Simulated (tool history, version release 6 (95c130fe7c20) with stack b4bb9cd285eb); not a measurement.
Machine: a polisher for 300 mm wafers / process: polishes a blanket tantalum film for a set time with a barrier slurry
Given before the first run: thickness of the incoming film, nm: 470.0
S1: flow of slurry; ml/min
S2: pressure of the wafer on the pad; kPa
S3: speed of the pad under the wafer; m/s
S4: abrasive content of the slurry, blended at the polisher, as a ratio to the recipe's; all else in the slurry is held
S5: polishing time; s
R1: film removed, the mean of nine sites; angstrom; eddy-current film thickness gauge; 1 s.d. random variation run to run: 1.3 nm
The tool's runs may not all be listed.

run,hour,S1,S2,S3,S4,S5,R1
1,0.0,295,15.2,1.10,1.0,76,1776.7
2,7.6,295,15.2,0.92,1.0,76,1619.0
3,12.0,345,15.2,0.92,1.0,76,1632.9
4,17.9,345,17.9,0.92,1.0,76,1858.3
5,22.8,345,20.0,0.92,1.0,76,2095.0
6,27.5,345,20.0,0.92,1.2,76,2242.9
7,33.8,345,16.5,0.90,1.2,76,1833.8

The next listed run, before its measurement:
8,41.5,345,13.8,0.88,1.2,76,?

{"run 8": {"R1": 1546.9}}
